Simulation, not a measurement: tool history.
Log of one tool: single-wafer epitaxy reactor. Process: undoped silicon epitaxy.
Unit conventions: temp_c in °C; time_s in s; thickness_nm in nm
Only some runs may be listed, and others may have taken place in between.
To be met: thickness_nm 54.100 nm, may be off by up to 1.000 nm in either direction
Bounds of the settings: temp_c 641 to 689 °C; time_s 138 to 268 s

| run | hour | temp_c | time_s | thickness_nm |
|---|---|---|---|---|
| 1 | 0.0 | 665 | 203 | 46.563 |
| 2 | 8.2 | 667 | 203 | 48.776 |
| 3 | 10.0 | 669 | 203 | 50.914 |
| 4 | 13.9 | 677 | 203 | 61.469 |
| 5 | 15.4 | 684 | 203 | 72.342 |
| 6 | 18.3 | 680 | 203 | 66.070 |
| 7 | 24.5 | 677 | 203 | 61.785 |
| 8 | 27.9 | 675 | 203 | 59.239 |
| 9 | 32.5 | 674 | 203 | 57.213 |
| 10 | 41.1 | 673 | 203 | 56.150 |

Exercise: of the 4 proposed moves below, exactly one satisfies all targets within the stated allowed misses. Which move is it?
| A | 49.7 | 675 | 196 | ? |
| B | 49.7 | 672 | 192 | ? |
| C | 49.7 | 675 | 206 | ? |
| D | 49.7 | 671 | 206 | ? |

| move | thickness_nm |
|---|---|
| A | 57.353 |
| B | 52.348 |
| C | 60.279 |
| D | 54.851 |
A: misses by more than the last run did
B: takes the result that was furthest off past its target
C: misses by more than the last run did
D: meets every target
D meets every target.
